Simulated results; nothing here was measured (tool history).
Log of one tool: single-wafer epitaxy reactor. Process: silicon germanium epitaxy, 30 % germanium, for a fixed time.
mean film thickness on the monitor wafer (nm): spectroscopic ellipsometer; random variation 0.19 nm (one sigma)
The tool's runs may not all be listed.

run,day,wafer temperature setpoint (pyrometer-controlled) (deg C),chamber pressure (mTorr),mean film thickness on the monitor wafer (nm)
1,0.000,590,20700,43.317
2,0.358,583,20700,38.431
3,0.533,578,20700,35.353
4,0.900,570,20700,30.927
5,1.092,566,20700,29.017
6,1.196,579,20900,36.257
7,1.283,591,21300,44.616

The next listed run, before its measurement:
8,1.462,595,21400,?

Run 8 gave mean film thickness on the monitor wafer (nm) 47.656.
